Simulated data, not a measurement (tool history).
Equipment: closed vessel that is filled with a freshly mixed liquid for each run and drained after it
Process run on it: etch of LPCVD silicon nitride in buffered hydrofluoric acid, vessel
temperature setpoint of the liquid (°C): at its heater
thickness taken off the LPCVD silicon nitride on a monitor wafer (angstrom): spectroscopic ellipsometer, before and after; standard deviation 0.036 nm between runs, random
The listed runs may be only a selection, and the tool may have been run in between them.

| run | hour | temperature setpoint of the liquid (°C) | parts of 40 % ammonium fluoride to one part of 49 % hydrofluoric acid (parts by volume) | time in the liquid (s) | thickness taken off the LPCVD silicon nitride on a monitor wafer (angstrom) |
|---|---|---|---|---|---|
| 1 | 0 | 22 | 8 | 200 | 38.453 |
| 2 | 6.5 | 22 | 9 | 200 | 33.746 |
| 3 | 13.3 | 24 | 9 | 200 | 37.676 |
| 4 | 18 | 24 | 9 | 135 | 24.992 |
| 5 | 21.5 | 24 | 9 | 200 | 37.741 |
| 6 | 26.6 | 24.5 | 9 | 200 | 38.983 |

Run 7 is up next; what results do you expect?
| 7 | 27.7 | 24.5 | 9 | 200 | ? |

thickness taken off the LPCVD silicon nitride on a monitor wafer (angstrom): 38.797
